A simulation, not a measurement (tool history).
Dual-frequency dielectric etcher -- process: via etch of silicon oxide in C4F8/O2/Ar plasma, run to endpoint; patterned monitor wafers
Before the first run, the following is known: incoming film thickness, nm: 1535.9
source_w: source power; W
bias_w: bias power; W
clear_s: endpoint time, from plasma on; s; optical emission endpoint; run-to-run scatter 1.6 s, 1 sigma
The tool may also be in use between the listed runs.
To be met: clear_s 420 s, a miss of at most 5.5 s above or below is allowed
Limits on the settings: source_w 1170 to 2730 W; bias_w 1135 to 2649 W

{"run": 1, "day": 0.0, "source_w": 1950, "bias_w": 1892, "clear_s": 353.17}
{"run": 2, "day": 0.258, "source_w": 2220, "bias_w": 1892, "clear_s": 339.26}
{"run": 3, "day": 0.604, "source_w": 2220, "bias_w": 2006, "clear_s": 333.31}
{"run": 4, "day": 0.646, "source_w": 2220, "bias_w": 2134, "clear_s": 327.47}
{"run": 5, "day": 0.842, "source_w": 2220, "bias_w": 2395, "clear_s": 315.05}
{"run": 6, "day": 0.95, "source_w": 1980, "bias_w": 2224, "clear_s": 331.73}
{"run": 7, "day": 1.008, "source_w": 1800, "bias_w": 2030, "clear_s": 352.72}
{"run": 8, "day": 1.038, "source_w": 1660, "bias_w": 1906, "clear_s": 364.87}
{"run": 9, "day": 1.167, "source_w": 1550, "bias_w": 1793, "clear_s": 378.42}
{"run": 10, "day": 1.408, "source_w": 1470, "bias_w": 1717, "clear_s": 388.96}
{"run": 11, "day": 1.65, "source_w": 1400, "bias_w": 1669, "clear_s": 394.59}
{"run": 12, "day": 1.729, "source_w": 1350, "bias_w": 1625, "clear_s": 404.45}
{"run": 13, "day": 2.0, "source_w": 1310, "bias_w": 1610, "clear_s": 408.73}
{"run": 14, "day": 2.088, "source_w": 1280, "bias_w": 1602, "clear_s": 411.58}
{"run": 15, "day": 2.438, "source_w": 1260, "bias_w": 1598, "clear_s": 409.6}
{"run": 16, "day": 2.621, "source_w": 1260, "bias_w": 1598, "clear_s": 411.31}
{"run": 17, "day": 2.958, "source_w": 1240, "bias_w": 1588, "clear_s": 414.26}

Pick the move, out of 5, that brings all results within their allowed miss; only one does.
{"run": "A", "day": 3.296, "source_w": 1200, "bias_w": 1439, "clear_s": "?"}
{"run": "B", "day": 3.296, "source_w": 1170, "bias_w": 1597, "clear_s": "?"}
{"run": "C", "day": 3.296, "source_w": 1370, "bias_w": 1528, "clear_s": "?"}
{"run": "D", "day": 3.296, "source_w": 1500, "bias_w": 1135, "clear_s": "?"}
{"run": "E", "day": 3.296, "source_w": 1170, "bias_w": 1481, "clear_s": "?"}

move=A clear_s=431.81
move=B clear_s=420.84
move=C clear_s=411.44
move=D clear_s=438.87
move=E clear_s=430.52
A: the result that was furthest off in the last run now lies on the other side of its target
B: all results in spec
C: further off than the last run
D: the result that was furthest off in the last run now lies on the other side of its target
E: the result that was furthest off in the last run now lies on the other side of its target
B is the move that brings every result within its allowed miss.
